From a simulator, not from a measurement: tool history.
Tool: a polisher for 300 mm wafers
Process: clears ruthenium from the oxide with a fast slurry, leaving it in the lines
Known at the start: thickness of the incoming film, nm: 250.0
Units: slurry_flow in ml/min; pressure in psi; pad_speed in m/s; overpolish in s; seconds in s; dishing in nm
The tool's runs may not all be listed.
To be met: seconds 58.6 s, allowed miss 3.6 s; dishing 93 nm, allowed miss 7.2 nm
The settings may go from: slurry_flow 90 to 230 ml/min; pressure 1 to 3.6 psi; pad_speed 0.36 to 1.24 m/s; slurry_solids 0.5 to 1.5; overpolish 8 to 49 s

Run 1, hour 0: slurry_flow 150 ml/min, pressure 2.3 psi, pad_speed 0.8 m/s, slurry_solids 1, overpolish 25 s. Result: seconds 73.618 s, dishing 58.738 nm.
Run 2, hour 6.8: slurry_flow 150 ml/min, pressure 2.3 psi, pad_speed 0.8 m/s, slurry_solids 1, overpolish 19 s. Result: seconds 72.852 s, dishing 45.842 nm.
Run 3, hour 10.8: slurry_flow 150 ml/min, pressure 2.3 psi, pad_speed 0.66 m/s, slurry_solids 1, overpolish 19 s. Result: seconds 86.788 s, dishing 38.059 nm.
Run 4, hour 14.6: slurry_flow 150 ml/min, pressure 2.5 psi, pad_speed 0.68 m/s, slurry_solids 1, overpolish 22 s. Result: seconds 78.91 s, dishing 49.218 nm.
Run 5, hour 18.8: slurry_flow 165 ml/min, pressure 2.5 psi, pad_speed 0.68 m/s, slurry_solids 1, overpolish 22 s. Result: seconds 77.631 s, dishing 50.816 nm.
Run 6, hour 19.4: slurry_flow 165 ml/min, pressure 2.7 psi, pad_speed 0.68 m/s, slurry_solids 1, overpolish 24 s. Result: seconds 73.484 s, dishing 55.457 nm.
Run 7, hour 25: slurry_flow 165 ml/min, pressure 2.8 psi, pad_speed 0.68 m/s, slurry_solids 1, overpolish 26 s. Result: seconds 71.625 s, dishing 63.348 nm.
Run 8, hour 26.6: slurry_flow 165 ml/min, pressure 2.9 psi, pad_speed 0.68 m/s, slurry_solids 1, overpolish 27 s. Result: seconds 67.744 s, dishing 67.548 nm.

4 next moves are on the table. One of them brings every result within its allowed miss. Which?
Run A, hour 28.2: slurry_flow 155 ml/min, pressure 2.8 psi, pad_speed 0.7 m/s, slurry_solids 0.95, overpolish 39 s. Result: seconds ?, dishing ?.
Run B, hour 28.2: slurry_flow 175 ml/min, pressure 3.2 psi, pad_speed 0.78 m/s, slurry_solids 1, overpolish 24 s. Result: seconds ?, dishing ?.
Run C, hour 28.2: slurry_flow 160 ml/min, pressure 3.6 psi, pad_speed 0.58 m/s, slurry_solids 0.9, overpolish 31 s. Result: seconds ?, dishing ?.
Run D, hour 28.2: slurry_flow 220 ml/min, pressure 3.5 psi, pad_speed 0.62 m/s, slurry_solids 1.1, overpolish 33 s. Result: seconds ?, dishing ?.

move  seconds  dishing
   A   71.198   89.602
   B   54.592   74.474
   C   67.416   77.386
   D   59.146   90.968
A: brings the result that was furthest off to its target, and leaves another outside
B: nearer than the last run, and not there yet
C: nearer than the last run, and not there yet
D: meets every target
Answer: D
